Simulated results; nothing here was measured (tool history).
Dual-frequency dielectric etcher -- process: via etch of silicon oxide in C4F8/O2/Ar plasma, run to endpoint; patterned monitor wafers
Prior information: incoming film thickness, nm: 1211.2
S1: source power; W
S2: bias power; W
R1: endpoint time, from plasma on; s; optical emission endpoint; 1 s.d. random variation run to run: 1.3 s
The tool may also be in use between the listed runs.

run  hour    S1    S2      R1
  1   0.0  2060  1743  240.17
  2   8.6  2060  1472  250.94
  3  10.0  1840  1472  263.86
  4  14.3  2060  1472  253.44
  5  20.2  2140  1519  249.78
  6  24.3  2210  1586  241.29
  7  26.5  2280  1624  239.70
  8  34.7  2340  1679  232.07
  9  37.9  2390  1707  233.64

Run 10, settings as shown, results not yet in. Your forecast:
 10  40.4  2450  1758   ?

Run 10 yielded R1 225.70 s.

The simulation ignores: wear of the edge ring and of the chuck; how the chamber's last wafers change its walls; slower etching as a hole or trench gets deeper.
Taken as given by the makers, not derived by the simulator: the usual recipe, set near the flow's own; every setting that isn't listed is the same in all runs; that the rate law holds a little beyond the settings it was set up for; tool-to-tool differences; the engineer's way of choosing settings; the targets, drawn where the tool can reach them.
